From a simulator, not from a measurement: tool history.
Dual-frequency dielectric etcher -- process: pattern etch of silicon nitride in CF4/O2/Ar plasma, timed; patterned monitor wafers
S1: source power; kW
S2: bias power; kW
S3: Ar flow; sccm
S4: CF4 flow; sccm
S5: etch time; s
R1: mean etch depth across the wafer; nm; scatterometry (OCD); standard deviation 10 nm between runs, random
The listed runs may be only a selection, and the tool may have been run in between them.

| run | day | S1 | S2 | S3 | S4 | S5 | R1 |
|---|---|---|---|---|---|---|---|
| 1 | 0 | 0.72 | 0.064 | 139 | 94 | 544.5 | 1471.5 |
| 2 | 0.046 | 0.73 | 0.064 | 139 | 94 | 544.5 | 1481.3 |
| 3 | 0.329 | 0.73 | 0.075 | 139 | 94 | 544.5 | 1573 |
| 4 | 0.5 | 0.73 | 0.07 | 139 | 94 | 544.5 | 1536.3 |
| 5 | 0.867 | 0.74 | 0.07 | 139 | 94 | 544.5 | 1557.5 |
| 6 | 0.979 | 0.75 | 0.07 | 139 | 94 | 544.5 | 1561.8 |
| 7 | 1.242 | 0.76 | 0.07 | 139 | 94 | 544.5 | 1572.4 |

For run 8, what comes out?
| 8 | 1.417 | 0.77 | 0.07 | 139 | 94 | 544.5 | ? |

Run 8 produced R1 1594.6 nm.
